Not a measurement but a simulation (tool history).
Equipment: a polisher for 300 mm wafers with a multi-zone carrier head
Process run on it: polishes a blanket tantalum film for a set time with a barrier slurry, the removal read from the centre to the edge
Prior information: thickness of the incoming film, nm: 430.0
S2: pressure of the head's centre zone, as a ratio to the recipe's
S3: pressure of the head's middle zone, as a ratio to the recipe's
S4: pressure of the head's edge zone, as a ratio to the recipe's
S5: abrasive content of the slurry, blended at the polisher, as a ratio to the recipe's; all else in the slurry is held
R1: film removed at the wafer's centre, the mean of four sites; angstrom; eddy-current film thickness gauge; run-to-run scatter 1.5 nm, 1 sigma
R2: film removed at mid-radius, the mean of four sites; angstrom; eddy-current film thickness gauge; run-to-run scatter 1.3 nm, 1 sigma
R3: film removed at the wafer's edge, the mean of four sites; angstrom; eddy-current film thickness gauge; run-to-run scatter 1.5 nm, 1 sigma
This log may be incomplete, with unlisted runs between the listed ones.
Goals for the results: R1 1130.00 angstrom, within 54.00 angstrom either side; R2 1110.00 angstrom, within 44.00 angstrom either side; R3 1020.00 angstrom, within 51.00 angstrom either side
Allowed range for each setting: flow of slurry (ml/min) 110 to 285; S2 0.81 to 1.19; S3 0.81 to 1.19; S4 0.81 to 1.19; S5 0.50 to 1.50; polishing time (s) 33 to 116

Run 1, hour 0.0: flow of slurry (ml/min) 180, S2 1.00, S3 1.00, S4 1.00, S5 1.00, polishing time (s) 74. Result: R1 708.62 angstrom, R2 712.78 angstrom, R3 708.19 angstrom.
Run 2, hour 8.6: flow of slurry (ml/min) 190, S2 1.03, S3 1.03, S4 1.02, S5 1.15, polishing time (s) 77. Result: R1 790.85 angstrom, R2 797.40 angstrom, R3 759.41 angstrom.
Run 3, hour 9.8: flow of slurry (ml/min) 190, S2 1.03, S3 1.03, S4 1.02, S5 1.15, polishing time (s) 68. Result: R1 704.31 angstrom, R2 704.56 angstrom, R3 677.31 angstrom.
Run 4, hour 11.4: flow of slurry (ml/min) 195, S2 1.05, S3 1.04, S4 1.04, S5 1.25, polishing time (s) 74. Result: R1 806.27 angstrom, R2 803.70 angstrom, R3 752.55 angstrom.
Run 5, hour 12.1: flow of slurry (ml/min) 195, S2 1.05, S3 0.95, S4 1.04, S5 1.25, polishing time (s) 74. Result: R1 776.49 angstrom, R2 724.83 angstrom, R3 755.09 angstrom.
Run 6, hour 17.6: flow of slurry (ml/min) 195, S2 1.05, S3 0.95, S4 0.97, S5 1.25, polishing time (s) 74. Result: R1 807.64 angstrom, R2 724.90 angstrom, R3 734.73 angstrom.
Run 7, hour 25.8: flow of slurry (ml/min) 195, S2 1.05, S3 0.95, S4 0.97, S5 1.25, polishing time (s) 74. Result: R1 814.62 angstrom, R2 732.39 angstrom, R3 710.48 angstrom.
Run 8, hour 30.7: flow of slurry (ml/min) 200, S2 1.07, S3 0.98, S4 1.01, S5 1.30, polishing time (s) 78. Result: R1 875.85 angstrom, R2 823.14 angstrom, R3 792.68 angstrom.
Run 9, hour 39.0: flow of slurry (ml/min) 205, S2 1.09, S3 0.99, S4 1.04, S5 1.35, polishing time (s) 81. Result: R1 942.99 angstrom, R2 850.83 angstrom, R3 855.39 angstrom.
Run 10, hour 43.7: flow of slurry (ml/min) 210, S2 1.10, S3 1.03, S4 1.06, S5 1.40, polishing time (s) 83. Result: R1 961.41 angstrom, R2 915.81 angstrom, R3 864.69 angstrom.
Run 11, hour 49.0: flow of slurry (ml/min) 210, S2 1.11, S3 1.04, S4 1.07, S5 1.45, polishing time (s) 86. Result: R1 1046.70 angstrom, R2 984.31 angstrom, R3 906.48 angstrom.
Run 12, hour 52.6: flow of slurry (ml/min) 215, S2 1.11, S3 1.05, S4 1.09, S5 1.45, polishing time (s) 88. Result: R1 1064.20 angstrom, R2 993.29 angstrom, R3 945.61 angstrom.
Run 13, hour 58.5: flow of slurry (ml/min) 215, S2 1.11, S3 1.06, S4 1.10, S5 1.45, polishing time (s) 89. Result: R1 1080.60 angstrom, R2 1008.70 angstrom, R3 975.79 angstrom.
Run 14, hour 59.9: flow of slurry (ml/min) 215, S2 1.11, S3 1.07, S4 1.10, S5 1.45, polishing time (s) 90. Result: R1 1083.50 angstrom, R2 1031.40 angstrom, R3 955.44 angstrom.
Run 15, hour 62.0: flow of slurry (ml/min) 215, S2 1.11, S3 1.07, S4 1.10, S5 1.45, polishing time (s) 90. Result: R1 1091.00 angstrom, R2 1030.40 angstrom, R3 972.02 angstrom.
Run 16, hour 64.5: flow of slurry (ml/min) 215, S2 1.11, S3 1.08, S4 1.10, S5 1.45, polishing time (s) 91. Result: R1 1085.80 angstrom, R2 1037.00 angstrom, R3 987.88 angstrom.

Below are 4 possible settings for the next run. Only one of them brings all results inside the allowed miss of their targets. Which is it?
Run A, hour 67.0: flow of slurry (ml/min) 160, S2 1.13, S3 1.12, S4 1.08, S5 1.15, polishing time (s) 103. Result: R1 ?, R2 ?, R3 ?.
Run B, hour 67.0: flow of slurry (ml/min) 225, S2 1.14, S3 1.00, S4 1.00, S5 1.40, polishing time (s) 93. Result: R1 ?, R2 ?, R3 ?.
Run C, hour 67.0: flow of slurry (ml/min) 195, S2 1.16, S3 0.96, S4 1.17, S5 1.30, polishing time (s) 91. Result: R1 ?, R2 ?, R3 ?.
Run D, hour 67.0: flow of slurry (ml/min) 240, S2 1.10, S3 0.99, S4 1.19, S5 1.40, polishing time (s) 90. Result: R1 ?, R2 ?, R3 ?.

move       R1       R2       R3
   A  1142.30  1111.80  1029.50
   B  1141.60   996.04   978.41
   C  1097.10   910.50   986.77
   D  1073.90   962.42  1016.40
A: each result inside its tolerance
B: further off than the last run
C: further off than the last run
D: further off than the last run
A is the move that brings every result within its allowed miss.

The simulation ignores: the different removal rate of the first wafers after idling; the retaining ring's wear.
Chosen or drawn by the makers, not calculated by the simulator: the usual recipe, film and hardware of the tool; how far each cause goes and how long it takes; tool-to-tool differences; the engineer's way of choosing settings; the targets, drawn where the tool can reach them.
